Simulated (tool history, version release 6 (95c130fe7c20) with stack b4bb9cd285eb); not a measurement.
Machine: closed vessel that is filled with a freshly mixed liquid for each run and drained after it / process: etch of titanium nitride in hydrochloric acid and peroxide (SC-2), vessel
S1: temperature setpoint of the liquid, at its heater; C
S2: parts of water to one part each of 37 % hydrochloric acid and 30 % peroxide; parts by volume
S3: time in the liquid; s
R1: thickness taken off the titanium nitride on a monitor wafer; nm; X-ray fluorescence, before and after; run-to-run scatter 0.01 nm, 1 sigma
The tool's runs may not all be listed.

run	hour	S1	S2	S3	R1
1	0.0	54.0	8.5	55	2.9628
2	6.9	54.0	8.5	55	2.9465
3	11.3	52.0	8.5	55	2.5688
4	15.4	50.5	8.5	55	2.2982
5	22.1	50.5	10.0	55	2.0400
6	27.4	49.5	10.0	55	1.8980
7	31.1	48.5	10.0	55	1.8267

Run 8 is up next; what results do you expect?
8	34.6	47.5	10.0	55	?

R1: 1.6609 nm
